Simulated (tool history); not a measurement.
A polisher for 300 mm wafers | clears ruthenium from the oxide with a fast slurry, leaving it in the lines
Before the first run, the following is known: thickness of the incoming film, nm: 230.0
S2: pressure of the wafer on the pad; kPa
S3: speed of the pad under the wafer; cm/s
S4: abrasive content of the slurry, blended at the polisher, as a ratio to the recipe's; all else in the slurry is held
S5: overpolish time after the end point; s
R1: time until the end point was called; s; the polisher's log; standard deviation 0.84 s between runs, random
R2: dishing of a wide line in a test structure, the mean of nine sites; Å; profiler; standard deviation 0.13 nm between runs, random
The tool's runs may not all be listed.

{"run": 1, "day": 0.0, "flow of slurry (ml/min)": 275, "S2": 12.4, "S3": 120, "S4": 1.0, "S5": 11, "R1": 58.631, "R2": 357.67}
{"run": 2, "day": 0.271, "flow of slurry (ml/min)": 275, "S2": 11.7, "S3": 118, "S4": 1.0, "S5": 10, "R1": 63.934, "R2": 310.01}
{"run": 3, "day": 0.479, "flow of slurry (ml/min)": 305, "S2": 11.7, "S3": 118, "S4": 1.0, "S5": 10, "R1": 63.587, "R2": 321.22}
{"run": 4, "day": 0.512, "flow of slurry (ml/min)": 305, "S2": 11.7, "S3": 118, "S4": 1.0, "S5": 7, "R1": 62.312, "R2": 219.51}
{"run": 5, "day": 0.662, "flow of slurry (ml/min)": 305, "S2": 11.7, "S3": 146, "S4": 1.0, "S5": 7, "R1": 51.742, "R2": 265.37}
{"run": 6, "day": 0.792, "flow of slurry (ml/min)": 285, "S2": 11.7, "S3": 142, "S4": 0.95, "S5": 6, "R1": 54.029, "R2": 230.59}
{"run": 7, "day": 1.162, "flow of slurry (ml/min)": 270, "S2": 11.0, "S3": 136, "S4": 1.0, "S5": 6, "R1": 59.118, "R2": 202.08}
{"run": 8, "day": 1.308, "flow of slurry (ml/min)": 255, "S2": 10.3, "S3": 136, "S4": 1.05, "S5": 6, "R1": 63.025, "R2": 198.29}
{"run": 9, "day": 1.408, "flow of slurry (ml/min)": 245, "S2": 10.3, "S3": 134, "S4": 0.95, "S5": 6, "R1": 64.217, "R2": 184.76}

Forecast run 10:
{"run": 10, "day": 1.525, "flow of slurry (ml/min)": 235, "S2": 9.7, "S3": 136, "S4": 0.9, "S5": 6, "R1": "?", "R2": "?"}

R1: 70.663 s
R2: 173.65 Å
